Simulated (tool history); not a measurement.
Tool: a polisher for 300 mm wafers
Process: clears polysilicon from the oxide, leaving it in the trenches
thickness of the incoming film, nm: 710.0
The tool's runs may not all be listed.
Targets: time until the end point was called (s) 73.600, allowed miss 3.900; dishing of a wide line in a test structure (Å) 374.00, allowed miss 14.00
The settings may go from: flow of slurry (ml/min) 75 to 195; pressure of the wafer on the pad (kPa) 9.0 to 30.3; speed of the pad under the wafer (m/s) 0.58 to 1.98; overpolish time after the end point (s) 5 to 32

run    day  flow of slurry (ml/min)  pressure of the wafer on the pad (kPa)  speed of the pad under the wafer (m/s)  overpolish time after the end point (s)  time until the end point was called (s)  dishing of a wide line in a test structure (Å)
  1  0.000                      125                                    19.3                                    1.28                                       16                                   46.425                                          374.87
  2  0.246                      125                                    19.3                                    1.12                                       16                                   53.395                                          376.99
  3  0.396                      125                                    19.3                                    1.26                                       16                                   48.254                                          371.48
  4  0.662                      125                                    21.4                                    1.26                                       16                                   44.250                                          377.18
  5  1.025                      125                                    20.0                                    1.22                                       17                                   47.943                                          373.40
     1.200  -- head pressure recalibrated
  6  1.200                      125                                    20.0                                    1.34                                       17                                   48.380                                          370.19
  7  1.429                      125                                    18.6                                    1.28                                       17                                   50.983                                          375.54
  8  1.729                       90                                    13.1                                    1.06                                        9                                   82.577                                          334.70
  9  1.900                      100                                    13.1                                    1.06                                       11                                   80.639                                          348.28
 10  2.054                      105                                    13.1                                    1.06                                       12                                   79.614                                          352.49

4 next moves are on the table. One of them brings every result within its allowed miss. Which?
  A  2.208                       85                                    13.8                                    0.90                                       19                                        ?                                               ?
  B  2.208                      195                                    17.2                                    0.66                                       32                                        ?                                               ?
  C  2.208                      115                                    13.1                                    1.10                                       16                                        ?                                               ?
  D  2.208                      195                                    15.2                                    0.74                                       29                                        ?                                               ?

move  time until the end point was called (s)  dishing of a wide line in a test structure (Å)
   A                                   90.302                                          362.62
   B                                   85.792                                          368.27
   C                                   73.002                                          363.55
   D                                   84.823                                          368.07
A: further off than the last run
B: further off than the last run
C: meets every target
D: further off than the last run
The right move is C.

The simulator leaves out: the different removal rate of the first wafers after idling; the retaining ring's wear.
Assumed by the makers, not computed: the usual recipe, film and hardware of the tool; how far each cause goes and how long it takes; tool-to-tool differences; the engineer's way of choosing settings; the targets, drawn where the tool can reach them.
